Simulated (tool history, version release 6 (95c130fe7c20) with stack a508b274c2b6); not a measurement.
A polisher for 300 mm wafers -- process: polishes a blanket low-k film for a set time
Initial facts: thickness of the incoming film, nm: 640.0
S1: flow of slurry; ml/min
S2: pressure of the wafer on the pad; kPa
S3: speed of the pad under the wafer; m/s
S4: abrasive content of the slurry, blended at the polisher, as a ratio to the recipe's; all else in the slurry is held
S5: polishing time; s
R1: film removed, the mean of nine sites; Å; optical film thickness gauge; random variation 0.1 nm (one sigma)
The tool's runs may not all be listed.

| run | hour | S1 | S2 | S3 | S4 | S5 | R1 |
|---|---|---|---|---|---|---|---|
| 1 | 0 | 250 | 16.5 | 1.02 | 1 | 56 | 253.16 |
| 2 | 8.6 | 315 | 16.5 | 1.02 | 1 | 56 | 254.02 |
| 3 | 11.2 | 315 | 15.9 | 1.02 | 1 | 56 | 244.2 |
| 4 | 13.1 | 315 | 13.8 | 1.02 | 1 | 56 | 213.14 |
| 5 | 19.5 | 255 | 13.8 | 1.02 | 1 | 56 | 211.51 |
| 6 | 26.4 | 255 | 13.8 | 1.02 | 1 | 56 | 210.77 |
| 7 | 33.6 | 255 | 13.1 | 1.02 | 1 | 56 | 197.88 |
| 8 | 39.3 | 255 | 12.4 | 1.02 | 1 | 56 | 190.16 |

Run 9 comes next. What will it give?
| 9 | 46.8 | 255 | 10.3 | 1.02 | 1 | 56 | ? |

R1: 158.49 Å
